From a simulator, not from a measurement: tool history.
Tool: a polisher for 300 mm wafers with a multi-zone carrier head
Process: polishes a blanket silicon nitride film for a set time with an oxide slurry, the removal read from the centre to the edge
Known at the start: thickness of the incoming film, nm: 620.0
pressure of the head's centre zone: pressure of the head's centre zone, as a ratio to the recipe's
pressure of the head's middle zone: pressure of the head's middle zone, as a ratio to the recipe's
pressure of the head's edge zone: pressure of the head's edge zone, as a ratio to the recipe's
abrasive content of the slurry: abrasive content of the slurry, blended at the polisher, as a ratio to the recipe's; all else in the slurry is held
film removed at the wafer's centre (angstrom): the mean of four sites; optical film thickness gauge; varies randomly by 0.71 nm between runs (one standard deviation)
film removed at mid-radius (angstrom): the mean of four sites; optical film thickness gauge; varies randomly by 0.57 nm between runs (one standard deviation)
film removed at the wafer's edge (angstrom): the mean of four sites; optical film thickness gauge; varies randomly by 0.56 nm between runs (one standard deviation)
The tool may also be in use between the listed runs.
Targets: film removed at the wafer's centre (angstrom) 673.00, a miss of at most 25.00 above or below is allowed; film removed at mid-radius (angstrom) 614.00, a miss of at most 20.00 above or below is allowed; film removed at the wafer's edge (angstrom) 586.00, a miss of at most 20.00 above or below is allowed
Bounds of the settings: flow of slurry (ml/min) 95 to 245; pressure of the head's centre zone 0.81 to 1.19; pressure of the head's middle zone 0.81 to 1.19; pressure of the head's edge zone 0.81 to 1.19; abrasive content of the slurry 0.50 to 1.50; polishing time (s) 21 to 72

run  hour  flow of slurry (ml/min)  pressure of the head's centre zone  pressure of the head's middle zone  pressure of the head's edge zone  abrasive content of the slurry  polishing time (s)  film removed at the wafer's centre (angstrom)  film removed at mid-radius (angstrom)  film removed at the wafer's edge (angstrom)
  1   0.0                      155                                1.00                                1.00                              1.00                            1.00                  46                                         500.11                                 510.76                                       490.13
  2   0.6                      155                                1.00                                1.00                              1.00                            1.15                  46                                         519.40                                 532.56                                       523.96
  3   7.0                      155                                1.00                                1.00                              1.00                            1.15                  36                                         405.50                                 410.46                                       400.34
  4  15.3                      165                                1.03                                1.02                              1.02                            1.20                  37                                         441.49                                 448.30                                       430.34
  5  20.2                      165                                1.03                                1.02                              1.11                            1.20                  37                                         443.12                                 456.00                                       449.87
  6  25.3                      165                                1.03                                1.02                              1.05                            1.20                  37                                         444.94                                 446.22                                       435.03
  7  27.2                      210                                1.13                                1.06                              1.15                            1.45                  41                                         595.47                                 557.98                                       552.31
  8  33.0                      210                                1.14                                1.07                              1.15                            1.45                  41                                         606.40                                 574.97                                       546.95
  9  41.2                      210                                1.15                                1.07                              1.15                            1.45                  41                                         598.11                                 569.00                                       557.30
 10  42.6                      245                                1.19                                1.07                              1.09                            1.50                  42                                         660.08                                 596.16                                       566.37

Which single option among these 5 for the next run brings every result within its allowed miss of target? Just one does.
  A  44.0                      240                                1.06                                1.06                              1.16                            1.50                  46                                              ?                                      ?                                            ?
  B  44.0                      245                                1.19                                1.11                              1.18                            1.45                  43                                              ?                                      ?                                            ?
  C  44.0                      240                                1.01                                0.94                              1.19                            1.45                  47                                              ?                                      ?                                            ?
  D  44.0                      235                                1.09                                0.98                              1.08                            1.45                  44                                              ?                                      ?                                            ?
  E  44.0                      240                                1.09                                1.07                              1.09                            1.50                  43                                              ?                                      ?                                            ?

move  film removed at the wafer's centre (angstrom)  film removed at mid-radius (angstrom)  film removed at the wafer's edge (angstrom)
   A                                         646.25                                 651.11                                       630.44
   B                                         673.07                                 627.00                                       588.56
   C                                         621.42                                 594.57                                       646.57
   D                                         626.76                                 574.95                                       574.62
   E                                         621.37                                 613.50                                       570.79
A: the result that was furthest off in the last run now lies on the other side of its target
B: in spec on every target
C: the result that was furthest off in the last run now lies on the other side of its target
D: brings the result that was furthest off to its target, and leaves another outside
E: brings the result that was furthest off to its target, and leaves another outside
Move B is the one to make.
